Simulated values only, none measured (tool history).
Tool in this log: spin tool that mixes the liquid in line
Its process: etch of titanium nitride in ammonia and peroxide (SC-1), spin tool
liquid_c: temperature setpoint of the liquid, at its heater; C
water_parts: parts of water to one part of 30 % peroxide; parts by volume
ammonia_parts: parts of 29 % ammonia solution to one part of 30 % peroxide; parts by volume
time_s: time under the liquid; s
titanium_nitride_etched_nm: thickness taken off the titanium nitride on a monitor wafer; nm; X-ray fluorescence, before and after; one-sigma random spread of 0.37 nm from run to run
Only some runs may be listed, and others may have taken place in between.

run 1 day=0 | liquid_c=59 water_parts=8.5 ammonia_parts=0.5 time_s=305 | titanium_nitride_etched_nm=34.325
run 2 day=0.071 | liquid_c=62 water_parts=8.5 ammonia_parts=0.5 time_s=305 | titanium_nitride_etched_nm=41.44
run 3 day=0.15 | liquid_c=62.5 water_parts=8.5 ammonia_parts=0.5 time_s=305 | titanium_nitride_etched_nm=42.545
run 4 day=0.425 | liquid_c=63 water_parts=8.5 ammonia_parts=0.5 time_s=305 | titanium_nitride_etched_nm=44.153
run 5 day=0.454 | liquid_c=63 water_parts=8.5 ammonia_parts=0.5 time_s=330 | titanium_nitride_etched_nm=47.632
run 6 day=0.654 | liquid_c=63.5 water_parts=8.5 ammonia_parts=0.5 time_s=330 | titanium_nitride_etched_nm=49.131
run 7 day=0.721 | liquid_c=64 water_parts=8.5 ammonia_parts=0.5 time_s=330 | titanium_nitride_etched_nm=50.862

Expected results for the next run?
run 8 day=1.021 | liquid_c=64.5 water_parts=8.5 ammonia_parts=0.5 time_s=330 | titanium_nitride_etched_nm=?

{"run 8": {"titanium_nitride_etched_nm": 52.344}}
